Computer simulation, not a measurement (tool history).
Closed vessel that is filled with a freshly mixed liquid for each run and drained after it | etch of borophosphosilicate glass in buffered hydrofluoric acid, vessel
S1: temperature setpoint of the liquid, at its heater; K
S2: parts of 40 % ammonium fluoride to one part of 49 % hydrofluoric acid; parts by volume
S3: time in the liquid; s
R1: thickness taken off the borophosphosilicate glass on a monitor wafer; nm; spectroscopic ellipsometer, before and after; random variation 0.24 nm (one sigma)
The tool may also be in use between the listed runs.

run 1 hour=0 | S1=295.15 S2=9 S3=35 | R1=42.825
run 2 hour=3.8 | S1=295.15 S2=9 S3=30 | R1=36.61
run 3 hour=4.9 | S1=296.65 S2=8.5 S3=30 | R1=42.306
run 4 hour=12.4 | S1=297.65 S2=8 S3=30 | R1=47.704
run 5 hour=21 | S1=297.65 S2=6 S3=30 | R1=62.171
run 6 hour=28.1 | S1=298.15 S2=6 S3=30 | R1=64.259
-- hour=36.8 hydrofluoric acid flow meter replaced
run 7 hour=36.8 | S1=298.15 S2=6 S3=30 | R1=60.861
run 8 hour=41.4 | S1=299.15 S2=6 S3=30 | R1=64.724

Forecast run 9:
run 9 hour=48.7 | S1=299.65 S2=6 S3=30 | R1=?

Run 9 gave R1 66.023 nm.
